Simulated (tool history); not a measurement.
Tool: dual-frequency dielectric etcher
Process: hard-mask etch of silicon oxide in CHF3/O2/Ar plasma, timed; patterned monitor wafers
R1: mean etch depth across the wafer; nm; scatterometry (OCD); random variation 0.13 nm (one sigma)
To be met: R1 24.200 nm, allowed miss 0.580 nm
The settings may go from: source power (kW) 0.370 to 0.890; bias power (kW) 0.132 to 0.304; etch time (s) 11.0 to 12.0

run 1 hour=0.0 | source_power_(kW)=0.630 bias_power_(kW)=0.218 etch_time_(s)=12.0 | R1=26.795
run 2 hour=1.1 | source_power_(kW)=0.710 bias_power_(kW)=0.218 etch_time_(s)=12.0 | R1=27.706
run 3 hour=9.8 | source_power_(kW)=0.690 bias_power_(kW)=0.214 etch_time_(s)=12.0 | R1=27.538
run 4 hour=11.3 | source_power_(kW)=0.580 bias_power_(kW)=0.214 etch_time_(s)=12.0 | R1=26.055
run 5 hour=19.5 | source_power_(kW)=0.580 bias_power_(kW)=0.194 etch_time_(s)=12.0 | R1=25.900
run 6 hour=20.4 | source_power_(kW)=0.570 bias_power_(kW)=0.192 etch_time_(s)=12.0 | R1=25.415
run 7 hour=24.7 | source_power_(kW)=0.560 bias_power_(kW)=0.190 etch_time_(s)=12.0 | R1=25.167
run 8 hour=30.0 | source_power_(kW)=0.550 bias_power_(kW)=0.189 etch_time_(s)=12.0 | R1=25.022
run 9 hour=33.6 | source_power_(kW)=0.540 bias_power_(kW)=0.188 etch_time_(s)=12.0 | R1=24.789
run 10 hour=35.8 | source_power_(kW)=0.540 bias_power_(kW)=0.187 etch_time_(s)=12.0 | R1=24.882
run 11 hour=42.6 | source_power_(kW)=0.540 bias_power_(kW)=0.186 etch_time_(s)=12.0 | R1=24.928

Which of these 5 next moves meets every target?
run A hour=49.4 | source_power_(kW)=0.520 bias_power_(kW)=0.163 etch_time_(s)=12.0 | R1=?
run B hour=49.4 | source_power_(kW)=0.500 bias_power_(kW)=0.192 etch_time_(s)=11.0 | R1=?
run C hour=49.4 | source_power_(kW)=0.560 bias_power_(kW)=0.188 etch_time_(s)=11.0 | R1=?
run D hour=49.4 | source_power_(kW)=0.620 bias_power_(kW)=0.184 etch_time_(s)=12.0 | R1=?
run E hour=49.4 | source_power_(kW)=0.500 bias_power_(kW)=0.167 etch_time_(s)=11.5 | R1=?

move=A R1=24.072
move=B R1=22.550
move=C R1=23.151
move=D R1=25.870
move=E R1=22.932
A: meets every target
B: takes the result that was furthest off past its target
C: takes the result that was furthest off past its target
D: further off than the last run
E: takes the result that was furthest off past its target
Move A is the one to make.
